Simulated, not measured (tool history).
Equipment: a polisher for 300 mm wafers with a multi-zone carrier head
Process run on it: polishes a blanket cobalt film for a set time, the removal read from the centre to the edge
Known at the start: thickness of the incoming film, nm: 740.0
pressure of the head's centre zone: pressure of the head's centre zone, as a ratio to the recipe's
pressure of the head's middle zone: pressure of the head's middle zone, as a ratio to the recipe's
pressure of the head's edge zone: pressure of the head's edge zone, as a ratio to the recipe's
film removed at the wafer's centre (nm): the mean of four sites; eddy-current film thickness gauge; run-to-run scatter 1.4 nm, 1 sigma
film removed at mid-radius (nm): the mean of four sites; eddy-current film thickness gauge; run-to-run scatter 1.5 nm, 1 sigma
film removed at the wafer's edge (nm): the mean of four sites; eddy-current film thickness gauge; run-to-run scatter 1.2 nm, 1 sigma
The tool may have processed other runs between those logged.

run,hour,flow of slurry (ml/min),pressure of the head's centre zone,pressure of the head's middle zone,pressure of the head's edge zone,polishing time (s),film removed at the wafer's centre (nm),film removed at mid-radius (nm),film removed at the wafer's edge (nm)
1,0.0,255,1.00,1.00,1.00,45,159.47,161.40,158.00
2,3.6,255,1.07,1.00,1.00,45,168.41,158.61,154.74
3,9.2,255,1.03,1.00,1.00,45,162.76,157.95,158.16
4,11.2,255,1.03,1.00,1.00,38,137.16,138.97,134.03
5,17.6,255,1.04,1.00,0.99,38,138.95,134.44,132.86
6,22.7,255,1.04,1.01,0.98,38,139.46,135.42,132.26
7,28.7,255,1.04,1.02,0.97,38,138.13,137.22,131.23

What does the tool deliver on the next run?
8,35.9,255,1.05,1.02,0.96,38,?,?,?

{"run 8": {"film removed at the wafer's centre (nm)": 139.43, "film removed at mid-radius (nm)": 140.93, "film removed at the wafer's edge (nm)": 129.1}}
